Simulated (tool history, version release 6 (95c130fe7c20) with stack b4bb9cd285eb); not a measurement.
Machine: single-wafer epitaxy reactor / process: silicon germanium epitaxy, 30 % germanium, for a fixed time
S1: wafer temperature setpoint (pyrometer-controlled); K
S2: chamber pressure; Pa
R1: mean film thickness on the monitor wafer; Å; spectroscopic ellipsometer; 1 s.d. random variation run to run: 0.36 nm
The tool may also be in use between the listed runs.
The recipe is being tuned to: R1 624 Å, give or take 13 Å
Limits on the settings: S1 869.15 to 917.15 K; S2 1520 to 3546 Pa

{"run": 1, "hour": 0.0, "S1": 893.15, "S2": 2533, "R1": 828.71}
{"run": 2, "hour": 9.0, "S1": 886.15, "S2": 2533, "R1": 743.27}
{"run": 3, "hour": 11.3, "S1": 880.15, "S2": 2533, "R1": 670.99}
{"run": 4, "hour": 15.4, "S1": 879.15, "S2": 2533, "R1": 659.16}
{"run": 5, "hour": 16.5, "S1": 879.15, "S2": 2720, "R1": 684.55}
{"run": 6, "hour": 19.2, "S1": 879.15, "S2": 3160, "R1": 720.47}
{"run": 7, "hour": 25.5, "S1": 877.15, "S2": 3146, "R1": 697.48}
{"run": 8, "hour": 27.0, "S1": 876.15, "S2": 3146, "R1": 693.81}
{"run": 9, "hour": 31.9, "S1": 875.15, "S2": 3146, "R1": 678.35}
{"run": 10, "hour": 39.6, "S1": 875.15, "S2": 3146, "R1": 680.83}

Of the 5 settings listed for the next run, only one would bring every result within its allowed miss of target. Which one?
{"run": "A", "hour": 47.3, "S1": 877.15, "S2": 2813, "R1": "?"}
{"run": "B", "hour": 47.3, "S1": 873.15, "S2": 3000, "R1": "?"}
{"run": "C", "hour": 47.3, "S1": 872.15, "S2": 3226, "R1": "?"}
{"run": "D", "hour": 47.3, "S1": 870.15, "S2": 3506, "R1": "?"}
{"run": "E", "hour": 47.3, "S1": 870.15, "S2": 3173, "R1": "?"}

move=A R1=670.87
move=B R1=645.43
move=C R1=653.5
move=D R1=653.78
move=E R1=628.75
A: nearer the targets than the last run, but a result is still out of spec
B: nearer the targets than the last run, but a result is still out of spec
C: nearer the targets than the last run, but a result is still out of spec
D: nearer the targets than the last run, but a result is still out of spec
E: each result inside its tolerance
Correct choice: E, which meets every target

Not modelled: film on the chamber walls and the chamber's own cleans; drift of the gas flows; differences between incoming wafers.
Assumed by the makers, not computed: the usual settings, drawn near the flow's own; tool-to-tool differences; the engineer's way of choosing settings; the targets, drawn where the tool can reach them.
